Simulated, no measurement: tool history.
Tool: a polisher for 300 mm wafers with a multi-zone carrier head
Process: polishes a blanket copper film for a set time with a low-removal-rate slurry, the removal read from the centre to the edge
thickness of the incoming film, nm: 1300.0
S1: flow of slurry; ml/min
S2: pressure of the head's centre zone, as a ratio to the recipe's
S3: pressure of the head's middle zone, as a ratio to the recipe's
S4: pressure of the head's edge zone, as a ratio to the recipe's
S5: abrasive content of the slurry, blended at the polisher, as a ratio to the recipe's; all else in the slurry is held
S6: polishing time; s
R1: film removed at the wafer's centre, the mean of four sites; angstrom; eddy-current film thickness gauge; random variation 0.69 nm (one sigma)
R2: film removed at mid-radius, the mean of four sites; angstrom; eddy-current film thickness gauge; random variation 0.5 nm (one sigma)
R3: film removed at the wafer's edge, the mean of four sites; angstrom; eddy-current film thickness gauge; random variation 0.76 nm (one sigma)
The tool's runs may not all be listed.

Run 1, hour 0.0: S1 225 ml/min, S2 1.00, S3 1.00, S4 1.00, S5 1.00, S6 42 s. Result: R1 1252.2 angstrom, R2 1250.9 angstrom, R3 1294.6 angstrom.
Run 2, hour 2.2: S1 225 ml/min, S2 0.99, S3 1.00, S4 0.98, S5 0.95, S6 40 s. Result: R1 1162.2 angstrom, R2 1196.0 angstrom, R3 1192.7 angstrom.
Run 3, hour 4.0: S1 225 ml/min, S2 0.99, S3 1.00, S4 1.03, S5 0.95, S6 40 s. Result: R1 1162.6 angstrom, R2 1190.2 angstrom, R3 1197.7 angstrom.
Run 4, hour 11.6: S1 225 ml/min, S2 0.99, S3 1.00, S4 1.11, S5 0.95, S6 40 s. Result: R1 1174.5 angstrom, R2 1198.3 angstrom, R3 1255.0 angstrom.
Run 5, hour 16.3: S1 225 ml/min, S2 0.99, S3 1.00, S4 1.11, S5 0.85, S6 40 s. Result: R1 1161.4 angstrom, R2 1178.7 angstrom, R3 1234.1 angstrom.
Run 6, hour 18.7: S1 225 ml/min, S2 0.99, S3 1.06, S4 1.11, S5 0.85, S6 40 s. Result: R1 1150.5 angstrom, R2 1205.4 angstrom, R3 1241.5 angstrom.
At hour 24.4: worn pad replaced by a new one.
Run 7, hour 24.4: S1 220 ml/min, S2 0.98, S3 1.04, S4 1.09, S5 0.80, S6 38 s. Result: R1 1197.8 angstrom, R2 1228.7 angstrom, R3 1256.4 angstrom.

The next listed run, before its measurement:
Run 8, hour 32.2: S1 230 ml/min, S2 0.98, S3 1.03, S4 1.08, S5 0.85, S6 36 s. Result: R1 ?, R2 ?, R3 ?.

Run 8 gave R1 1139.6 angstrom, R2 1183.9 angstrom, R3 1195.5 angstrom.
